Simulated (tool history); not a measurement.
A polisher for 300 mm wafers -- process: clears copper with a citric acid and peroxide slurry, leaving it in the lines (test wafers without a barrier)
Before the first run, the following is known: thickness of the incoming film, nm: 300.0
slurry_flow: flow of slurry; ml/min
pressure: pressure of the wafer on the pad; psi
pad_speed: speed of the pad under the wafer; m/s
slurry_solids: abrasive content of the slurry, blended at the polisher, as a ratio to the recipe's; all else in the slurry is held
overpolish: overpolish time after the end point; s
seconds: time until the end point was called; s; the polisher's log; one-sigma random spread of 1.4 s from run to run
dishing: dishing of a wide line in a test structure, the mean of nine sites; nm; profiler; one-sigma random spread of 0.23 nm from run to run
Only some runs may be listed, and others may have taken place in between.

run	hour	slurry_flow	pressure	pad_speed	slurry_solids	overpolish	seconds	dishing
1	0	120	3.8	1.36	1	14	72.26	39.876
2	2.7	130	3.5	1.36	1	12	77.953	33.037
3	6.1	130	3.5	1.36	1	15	76.998	39.006
4	11.5	130	3.5	1.66	1	15	64.363	45.742
5	18	135	3.2	1.6	1	12	72.809	35.721
6	25.6	140	3	1.58	1	10	76.607	27.618
7	27.4	145	2.8	1.58	1	10	81.141	26.896

Predict the results of run 8:
8	33.6	150	2.7	1.58	1	9	?	?

{"run 8": {"seconds": 84.824, "dishing": 23.5}}
